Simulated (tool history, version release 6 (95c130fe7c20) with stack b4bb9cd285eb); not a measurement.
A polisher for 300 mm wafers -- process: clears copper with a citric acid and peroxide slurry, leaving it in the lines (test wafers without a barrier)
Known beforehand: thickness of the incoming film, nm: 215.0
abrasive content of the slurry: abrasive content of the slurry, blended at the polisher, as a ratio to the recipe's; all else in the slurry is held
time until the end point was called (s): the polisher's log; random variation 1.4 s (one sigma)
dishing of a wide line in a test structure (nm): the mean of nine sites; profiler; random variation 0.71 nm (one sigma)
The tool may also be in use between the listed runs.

run	hour	flow of slurry (ml/min)	pressure of the wafer on the pad (psi)	speed of the pad under the wafer (m/s)	abrasive content of the slurry	overpolish time after the end point (s)	time until the end point was called (s)	dishing of a wide line in a test structure (nm)
1	0	275	2.2	0.92	1	21	144.2	22.106
2	6.4	275	2.2	0.92	1	24	147.12	23.949
3	8.5	245	2.2	0.92	1	24	147.59	23.956
4	15.7	175	2.2	0.92	1	24	153.49	23.353
5	16.4	175	2.2	1.02	1	24	137.13	24.125
6	23.3	165	2.2	1.02	1	24	138.5	25.472
7	29.2	170	2.3	1.02	1	26	132.93	28.073
8	32.1	175	2.3	1.02	1	27	129.59	29.129
9	40.5	175	2.3	1.02	1	29	131.43	29.874

Forecast run 10:
10	42.9	175	2.3	1.02	1	31	?	?

time until the end point was called (s): 134.4
dishing of a wide line in a test structure (nm): 31.678
